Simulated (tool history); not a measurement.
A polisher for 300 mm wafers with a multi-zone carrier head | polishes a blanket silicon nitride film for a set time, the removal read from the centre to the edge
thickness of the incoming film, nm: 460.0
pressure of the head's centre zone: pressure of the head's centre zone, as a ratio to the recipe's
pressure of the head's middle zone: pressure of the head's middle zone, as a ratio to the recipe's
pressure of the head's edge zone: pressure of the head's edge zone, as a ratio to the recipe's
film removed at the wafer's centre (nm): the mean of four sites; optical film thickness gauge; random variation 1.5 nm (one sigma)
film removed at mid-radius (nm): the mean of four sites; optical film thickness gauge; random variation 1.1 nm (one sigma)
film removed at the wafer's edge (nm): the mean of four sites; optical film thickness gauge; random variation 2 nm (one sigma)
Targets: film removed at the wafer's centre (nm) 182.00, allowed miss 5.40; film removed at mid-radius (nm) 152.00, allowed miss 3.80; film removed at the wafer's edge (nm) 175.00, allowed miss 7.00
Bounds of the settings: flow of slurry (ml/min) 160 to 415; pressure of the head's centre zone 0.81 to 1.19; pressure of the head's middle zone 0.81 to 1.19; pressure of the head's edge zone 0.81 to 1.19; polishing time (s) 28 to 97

| run | hour | flow of slurry (ml/min) | pressure of the head's centre zone | pressure of the head's middle zone | pressure of the head's edge zone | polishing time (s) | film removed at the wafer's centre (nm) | film removed at mid-radius (nm) | film removed at the wafer's edge (nm) |
|---|---|---|---|---|---|---|---|---|---|
| 1 | 0.0 | 265 | 1.00 | 1.00 | 1.00 | 62 | 149.59 | 150.20 | 149.71 |
| 2 | 5.9 | 280 | 1.03 | 0.98 | 1.05 | 63 | 159.54 | 151.63 | 156.91 |
| 3 | 8.3 | 280 | 1.07 | 0.98 | 1.05 | 63 | 163.55 | 152.11 | 159.17 |
| 4 | 16.1 | 220 | 1.07 | 0.98 | 1.05 | 63 | 158.18 | 147.52 | 151.41 |
| 5 | 18.2 | 250 | 1.09 | 0.97 | 1.08 | 63 | 164.12 | 147.54 | 156.96 |
| 6 | 19.1 | 220 | 1.09 | 0.97 | 1.08 | 63 | 160.42 | 147.47 | 151.43 |
| 7 | 26.0 | 255 | 1.10 | 0.96 | 1.10 | 63 | 164.37 | 146.54 | 158.97 |
| 8 | 31.5 | 330 | 1.17 | 0.98 | 1.15 | 64 | 181.04 | 154.81 | 165.99 |
| 9 | 37.3 | 330 | 1.16 | 0.97 | 1.16 | 64 | 180.32 | 154.04 | 166.51 |

4 next moves are on the table. One of them brings every result within its allowed miss. Which?
| A | 43.1 | 305 | 1.16 | 1.01 | 1.13 | 63 | ? | ? | ? |
| B | 43.1 | 375 | 1.19 | 1.05 | 1.12 | 62 | ? | ? | ? |
| C | 43.1 | 385 | 1.18 | 1.04 | 1.08 | 61 | ? | ? | ? |
| D | 43.1 | 380 | 1.12 | 0.92 | 1.18 | 66 | ? | ? | ? |

| move | film removed at the wafer's centre (nm) | film removed at mid-radius (nm) | film removed at the wafer's edge (nm) |
|---|---|---|---|
| A | 177.93 | 154.18 | 160.69 |
| B | 182.08 | 159.16 | 159.15 |
| C | 178.17 | 155.61 | 153.95 |
| D | 183.88 | 151.75 | 174.47 |
A: further off than the last run
B: further off than the last run
C: further off than the last run
D: meets every target
Move D is the one to make.
